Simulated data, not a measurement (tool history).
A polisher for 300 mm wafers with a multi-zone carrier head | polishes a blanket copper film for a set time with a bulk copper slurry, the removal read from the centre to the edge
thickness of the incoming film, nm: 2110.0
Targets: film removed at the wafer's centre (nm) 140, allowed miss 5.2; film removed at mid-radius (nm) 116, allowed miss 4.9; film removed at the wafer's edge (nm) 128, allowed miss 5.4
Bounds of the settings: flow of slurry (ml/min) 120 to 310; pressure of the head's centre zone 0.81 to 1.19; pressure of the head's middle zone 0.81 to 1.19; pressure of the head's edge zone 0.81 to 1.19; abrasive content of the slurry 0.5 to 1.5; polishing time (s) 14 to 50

run    day  flow of slurry (ml/min)  pressure of the head's centre zone  pressure of the head's middle zone  pressure of the head's edge zone  abrasive content of the slurry  polishing time (s)  film removed at the wafer's centre (nm)  film removed at mid-radius (nm)  film removed at the wafer's edge (nm)
  1      0                      200                                   1                                   1                                 1                               1                  32                                   188.88                           208.74                                    198
  2  0.129                      195                                1.03                                0.95                              0.99                             0.9                  29                                    172.7                           177.21                                  177.4
  3    0.3                      215                                1.03                                0.95                              0.99                             0.9                  29                                   176.04                           180.73                                 178.59
  4  0.554                      215                                1.07                                0.95                              0.99                             0.9                  29                                   182.59                           184.24                                 180.81
  5  0.758                      215                                1.07                                1.02                              0.99                             0.9                  29                                   180.27                           189.24                                 180.45
  6  1.004                      200                                1.09                                0.97                              0.97                             0.8                  27                                   168.15                           166.82                                 160.93
  7  1.279                      185                                 1.1                                0.93                              0.98                             0.7                  26                                   159.79                           146.08                                 152.79
  8  1.329                      175                                 1.1                                0.91                              0.96                            0.65                  26                                   155.69                           143.02                                 147.76
  9  1.508                      165                                1.11                                0.89                              0.95                             0.6                  25                                   144.83                           130.26                                 138.22
     1.771  -- centre zone pressure recalibrated
 10  1.771                      160                                1.12                                0.87                              0.94                             0.6                  25                                   157.81                           128.57                                 138.04

Which of these 5 next moves meets every target?
  A  2.033                      150                                1.14                                0.83                              0.89                            0.55                  22                                        ?                                ?                                      ?
  B  2.033                      150                                1.16                                0.91                              0.94                            0.95                  20                                        ?                                ?                                      ?
  C  2.033                      170                                1.09                                0.81                               1.1                            0.65                  21                                        ?                                ?                                      ?
  D  2.033                      195                                 1.1                                0.85                                 1                             0.5                  23                                        ?                                ?                                      ?
  E  2.033                      145                                1.14                                0.88                              0.89                            0.65                  24                                        ?                                ?                                      ?

move  film removed at the wafer's centre (nm)  film removed at mid-radius (nm)  film removed at the wafer's edge (nm)
   A                                   137.35                           109.03                                 113.31
   B                                   140.86                           118.45                                 116.92
   C                                   131.54                           106.88                                 124.94
   D                                   141.44                           118.19                                 126.08
   E                                   153.66                           128.02                                 126.88
A: brings the result that was furthest off to its target, and leaves another outside
B: brings the result that was furthest off to its target, and leaves another outside
C: takes the result that was furthest off past its target
D: meets every target
E: nearer than the last run, and not there yet
Answer: D
